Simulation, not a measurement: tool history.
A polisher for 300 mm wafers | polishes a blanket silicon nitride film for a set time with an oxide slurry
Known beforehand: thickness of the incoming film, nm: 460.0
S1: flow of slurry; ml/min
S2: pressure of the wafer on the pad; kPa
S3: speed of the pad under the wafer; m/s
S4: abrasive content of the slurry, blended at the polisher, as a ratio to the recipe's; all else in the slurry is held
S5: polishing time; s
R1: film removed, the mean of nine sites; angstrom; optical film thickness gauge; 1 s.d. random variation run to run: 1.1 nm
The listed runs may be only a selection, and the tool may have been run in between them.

Run 1, hour 0: S1 265 ml/min, S2 24.1 kPa, S3 1.12 m/s, S4 1, S5 82 s. Result: R1 640.22 angstrom.
Run 2, hour 1.4: S1 265 ml/min, S2 24.1 kPa, S3 1.26 m/s, S4 1, S5 82 s. Result: R1 694.66 angstrom.
Run 3, hour 4.5: S1 270 ml/min, S2 28.3 kPa, S3 1.32 m/s, S4 1, S5 82 s. Result: R1 837.71 angstrom.
Run 4, hour 9.2: S1 270 ml/min, S2 28.3 kPa, S3 1.32 m/s, S4 1.15, S5 82 s. Result: R1 903.43 angstrom.
Run 5, hour 11.2: S1 210 ml/min, S2 28.3 kPa, S3 1.32 m/s, S4 1.15, S5 82 s. Result: R1 867.73 angstrom.
Run 6, hour 13.3: S1 210 ml/min, S2 28.3 kPa, S3 1.58 m/s, S4 1.15, S5 82 s. Result: R1 987.08 angstrom.
Run 7, hour 13.8: S1 240 ml/min, S2 30.3 kPa, S3 1.58 m/s, S4 1.15, S5 82 s. Result: R1 1080.4 angstrom.
Run 8, hour 18: S1 260 ml/min, S2 32.4 kPa, S3 1.58 m/s, S4 1.15, S5 82 s. Result: R1 1154.1 angstrom.
Run 9, hour 26.9: S1 265 ml/min, S2 33.8 kPa, S3 1.58 m/s, S4 1.15, S5 82 s. Result: R1 1202 angstrom.

What will run 10 give?
Run 10, hour 31.9: S1 270 ml/min, S2 35.2 kPa, S3 1.58 m/s, S4 1.15, S5 82 s. Result: R1 ?.

R1: 1229.1 angstrom

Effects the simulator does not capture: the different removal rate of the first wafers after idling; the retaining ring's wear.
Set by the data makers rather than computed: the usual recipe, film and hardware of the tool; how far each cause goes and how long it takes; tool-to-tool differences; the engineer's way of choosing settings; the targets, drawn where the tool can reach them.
